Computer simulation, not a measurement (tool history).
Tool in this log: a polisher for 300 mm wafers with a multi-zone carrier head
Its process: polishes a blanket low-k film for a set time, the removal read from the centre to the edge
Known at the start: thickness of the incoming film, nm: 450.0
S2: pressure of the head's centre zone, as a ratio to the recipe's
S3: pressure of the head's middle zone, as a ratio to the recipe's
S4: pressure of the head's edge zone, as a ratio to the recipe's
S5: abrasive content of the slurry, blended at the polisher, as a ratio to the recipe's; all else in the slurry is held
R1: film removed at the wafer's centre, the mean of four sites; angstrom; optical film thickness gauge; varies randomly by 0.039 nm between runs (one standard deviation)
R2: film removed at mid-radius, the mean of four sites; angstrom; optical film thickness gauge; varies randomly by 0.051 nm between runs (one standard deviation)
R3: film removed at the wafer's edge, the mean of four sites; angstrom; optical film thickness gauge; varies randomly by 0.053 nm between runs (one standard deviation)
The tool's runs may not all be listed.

Run 1, hour 0.0: flow of slurry (ml/min) 275, S2 1.00, S3 1.00, S4 1.00, S5 1.00, polishing time (s) 40. Result: R1 115.160 angstrom, R2 115.110 angstrom, R3 113.330 angstrom.
Run 2, hour 6.8: flow of slurry (ml/min) 275, S2 1.00, S3 1.07, S4 1.00, S5 1.00, polishing time (s) 40. Result: R1 117.920 angstrom, R2 120.200 angstrom, R3 112.780 angstrom.
Run 3, hour 12.2: flow of slurry (ml/min) 275, S2 1.00, S3 1.01, S4 1.00, S5 1.00, polishing time (s) 40. Result: R1 118.160 angstrom, R2 115.360 angstrom, R3 112.960 angstrom.
Run 4, hour 17.4: flow of slurry (ml/min) 240, S2 1.00, S3 1.01, S4 1.00, S5 1.00, polishing time (s) 40. Result: R1 115.630 angstrom, R2 115.880 angstrom, R3 113.080 angstrom.
Run 5, hour 18.4: flow of slurry (ml/min) 250, S2 0.99, S3 0.98, S4 0.97, S5 0.85, polishing time (s) 34. Result: R1 92.038 angstrom, R2 89.910 angstrom, R3 91.555 angstrom.
Run 6, hour 20.0: flow of slurry (ml/min) 250, S2 0.99, S3 1.01, S4 0.97, S5 0.85, polishing time (s) 34. Result: R1 92.811 angstrom, R2 93.372 angstrom, R3 91.517 angstrom.
Run 7, hour 28.8: flow of slurry (ml/min) 260, S2 0.99, S3 1.01, S4 0.95, S5 0.75, polishing time (s) 29. Result: R1 75.463 angstrom, R2 76.476 angstrom, R3 73.216 angstrom.
Run 8, hour 36.1: flow of slurry (ml/min) 265, S2 0.98, S3 0.99, S4 0.92, S5 0.65, polishing time (s) 27. Result: R1 65.282 angstrom, R2 65.663 angstrom, R3 62.428 angstrom.
Run 9, hour 37.0: flow of slurry (ml/min) 270, S2 0.89, S3 0.89, S4 0.82, S5 0.55, polishing time (s) 27. Result: R1 57.076 angstrom, R2 56.696 angstrom, R3 56.274 angstrom.
Run 10, hour 41.3: flow of slurry (ml/min) 265, S2 0.89, S3 0.89, S4 0.82, S5 0.55, polishing time (s) 27. Result: R1 58.212 angstrom, R2 57.583 angstrom, R3 56.374 angstrom.
Run 11, hour 46.7: flow of slurry (ml/min) 250, S2 0.88, S3 0.87, S4 0.81, S5 0.50, polishing time (s) 26. Result: R1 52.585 angstrom, R2 51.308 angstrom, R3 51.504 angstrom.

For run 12, what comes out?
Run 12, hour 49.6: flow of slurry (ml/min) 265, S2 0.88, S3 0.87, S4 0.81, S5 0.50, polishing time (s) 26. Result: R1 ?, R2 ?, R3 ?.

Run 12 yielded R1 53.391 angstrom, R2 51.207 angstrom, R3 51.278 angstrom.

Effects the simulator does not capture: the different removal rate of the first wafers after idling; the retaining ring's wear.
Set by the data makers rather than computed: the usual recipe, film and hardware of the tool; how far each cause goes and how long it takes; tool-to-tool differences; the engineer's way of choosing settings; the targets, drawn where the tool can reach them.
